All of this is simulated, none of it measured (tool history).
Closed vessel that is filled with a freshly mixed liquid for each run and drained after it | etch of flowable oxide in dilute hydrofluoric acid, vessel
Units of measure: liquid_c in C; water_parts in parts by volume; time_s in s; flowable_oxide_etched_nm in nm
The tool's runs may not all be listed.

| run | hour | liquid_c | water_parts | time_s | flowable_oxide_etched_nm |
|---|---|---|---|---|---|
| 1 | 0.0 | 21.0 | 210 | 335 | 49.005 |
| 2 | 4.8 | 21.0 | 210 | 335 | 48.983 |
| 3 | 14.1 | 22.0 | 210 | 335 | 51.095 |
| 4 | 19.9 | 22.5 | 210 | 335 | 51.919 |
| 5 | 21.2 | 23.0 | 210 | 335 | 52.859 |
| 6 | 24.5 | 20.0 | 210 | 335 | 47.553 |
| 7 | 29.5 | 24.0 | 210 | 335 | 54.441 |
| 8 | 30.8 | 24.5 | 210 | 335 | 55.893 |
| 9 | 31.8 | 25.0 | 210 | 335 | 56.912 |
| 10 | 37.8 | 25.5 | 210 | 335 | 58.448 |

Run 11 has not been measured yet. What should we expect?
| 11 | 44.7 | 26.0 | 210 | 335 | ? |

flowable_oxide_etched_nm: 58.705 nm

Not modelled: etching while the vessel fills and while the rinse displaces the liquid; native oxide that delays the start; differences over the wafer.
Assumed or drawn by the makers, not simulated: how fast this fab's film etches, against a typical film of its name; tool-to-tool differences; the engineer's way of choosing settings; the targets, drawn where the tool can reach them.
